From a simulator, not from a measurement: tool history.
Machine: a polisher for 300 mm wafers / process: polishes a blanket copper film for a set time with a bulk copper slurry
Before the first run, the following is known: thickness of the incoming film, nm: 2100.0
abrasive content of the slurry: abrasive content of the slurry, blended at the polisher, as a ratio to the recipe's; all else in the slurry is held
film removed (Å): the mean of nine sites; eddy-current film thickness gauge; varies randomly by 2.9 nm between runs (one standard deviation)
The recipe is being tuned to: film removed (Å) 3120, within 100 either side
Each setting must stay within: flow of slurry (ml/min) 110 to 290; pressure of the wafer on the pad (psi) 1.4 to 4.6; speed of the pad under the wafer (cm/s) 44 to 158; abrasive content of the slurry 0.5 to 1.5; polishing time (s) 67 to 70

run  hour  flow of slurry (ml/min)  pressure of the wafer on the pad (psi)  speed of the pad under the wafer (cm/s)  abrasive content of the slurry  polishing time (s)  film removed (Å)
  1     0                      185                                       3                                      100                               1                  67              4981
  2   2.5                      180                                     2.6                                      100                               1                  67            4480.6
  3   8.1                      180                                     2.6                                      100                             1.1                  67            4537.2
  4     9                      180                                     2.6                                      100                            0.95                  67            4334.2
  5  13.6                      220                                     2.6                                      100                            0.95                  67            4503.7
     22.5  -- slurry blender recalibrated
  6  22.5                      215                                     2.2                                      100                            0.95                  67            4016.4
  7    29                      205                                     1.4                                       98                            0.95                  67            2560.4
  8  36.4                      225                                     1.5                                       98                            0.95                  67            2838.8
  9  41.3                      235                                     1.5                                       98                            0.95                  67            2801.5
 10  46.5                      240                                     1.6                                       98                            0.95                  67            3008.9
 11  53.9                      245                                     1.6                                       98                            0.95                  67            2967.7
 12    62                      250                                     1.6                                       98                            0.95                  67            2999.5
 13  64.8                      255                                     1.6                                       98                            0.95                  67              3007

Next run, 4 choices. One meets every target within its allowed miss, the rest don't. Which?
  A  67.6                      290                                     1.6                                       94                             0.8                  67                 ?
  B  67.6                      250                                     1.6                                       90                               1                  67                 ?
  C  67.6                      245                                     1.7                                       86                               1                  70                 ?
  D  67.6                      290                                     1.4                                      102                             1.1                  67                 ?

move  film removed (Å)
   A              2831
   B            2876.9
   C            3094.9
   D            2841.2
A: lands further from the targets than the last run did
B: lands further from the targets than the last run did
C: all results land within tolerance of their targets
D: lands further from the targets than the last run did
Correct choice: C, which meets every target
